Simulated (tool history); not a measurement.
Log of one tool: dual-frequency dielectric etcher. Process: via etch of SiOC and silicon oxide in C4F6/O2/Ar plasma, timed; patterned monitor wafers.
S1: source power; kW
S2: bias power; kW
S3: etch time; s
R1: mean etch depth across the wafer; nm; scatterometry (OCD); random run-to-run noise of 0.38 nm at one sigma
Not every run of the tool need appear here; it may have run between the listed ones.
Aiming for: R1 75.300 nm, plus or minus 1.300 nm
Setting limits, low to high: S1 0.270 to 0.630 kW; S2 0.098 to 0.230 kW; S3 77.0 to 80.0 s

run  hour     S1     S2    S3      R1
  1   0.0  0.450  0.164  77.0  85.950
  2   6.2  0.420  0.162  77.0  83.417
  3   7.1  0.460  0.162  77.0  86.150
  4   8.8  0.430  0.160  77.0  84.461
  5  16.4  0.500  0.160  77.0  87.603
  6  22.4  0.460  0.155  77.0  85.608
  7  25.6  0.430  0.151  77.0  81.879
  8  30.7  0.410  0.150  77.0  80.354
  9  35.9  0.400  0.149  77.0  79.074
 10  42.1  0.390  0.149  77.0  79.170
 11  46.1  0.380  0.148  77.0  77.853
 12  53.3  0.370  0.148  77.0  77.590
 13  57.1  0.360  0.148  77.0  77.036

Consider the 5 candidate settings below. Which is the only one whose results all fall within their allowed miss of target?
  A  60.9  0.340  0.149  77.0   ?
  B  60.9  0.320  0.165  79.5   ?
  C  60.9  0.350  0.141  79.5   ?
  D  60.9  0.390  0.141  78.5   ?
  E  60.9  0.360  0.144  79.5   ?

move      R1
   A  75.492
   B  78.758
   C  77.451
   D  79.241
   E  78.631
A: each result inside its tolerance
B: its largest miss is bigger than the last run's
C: its largest miss is bigger than the last run's
D: its largest miss is bigger than the last run's
E: its largest miss is bigger than the last run's
Answer: A

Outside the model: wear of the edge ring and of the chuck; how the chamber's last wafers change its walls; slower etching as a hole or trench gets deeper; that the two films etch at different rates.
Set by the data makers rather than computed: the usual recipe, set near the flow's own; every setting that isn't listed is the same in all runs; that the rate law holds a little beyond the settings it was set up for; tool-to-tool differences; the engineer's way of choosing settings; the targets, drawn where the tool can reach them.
